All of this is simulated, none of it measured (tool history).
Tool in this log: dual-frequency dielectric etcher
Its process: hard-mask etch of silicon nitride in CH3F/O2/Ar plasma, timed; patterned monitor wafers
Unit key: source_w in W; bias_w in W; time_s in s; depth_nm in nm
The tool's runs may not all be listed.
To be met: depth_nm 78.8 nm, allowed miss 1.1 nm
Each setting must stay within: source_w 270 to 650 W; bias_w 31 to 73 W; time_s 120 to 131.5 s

run	hour	source_w	bias_w	time_s	depth_nm
1	0	460	52	131.5	85.839
2	0.7	460	59	131.5	90.174
3	5.1	460	59	120	81.986
4	10.4	450	59	120	81.148
5	14.1	440	59	120	80.01
6	23	440	59	131.5	87.362
7	25.1	410	59	131.5	83.522
8	30.5	400	59	131.5	82.812
9	37	390	59	131.5	80.843

Below are 4 possible settings for the next run. Only one of them brings all results inside the allowed miss of their targets. Which is it?
A	43.5	410	58	124.5	?
B	43.5	410	61	131.5	?
C	43.5	420	51	131.5	?
D	43.5	370	70	131.5	?

move	depth_nm
A	79.472
B	85.472
C	81.468
D	84.05
A: hits every target within its allowed miss
B: the biggest miss grows against the last run
C: the biggest miss grows against the last run
D: the biggest miss grows against the last run
Move A is the one to make.

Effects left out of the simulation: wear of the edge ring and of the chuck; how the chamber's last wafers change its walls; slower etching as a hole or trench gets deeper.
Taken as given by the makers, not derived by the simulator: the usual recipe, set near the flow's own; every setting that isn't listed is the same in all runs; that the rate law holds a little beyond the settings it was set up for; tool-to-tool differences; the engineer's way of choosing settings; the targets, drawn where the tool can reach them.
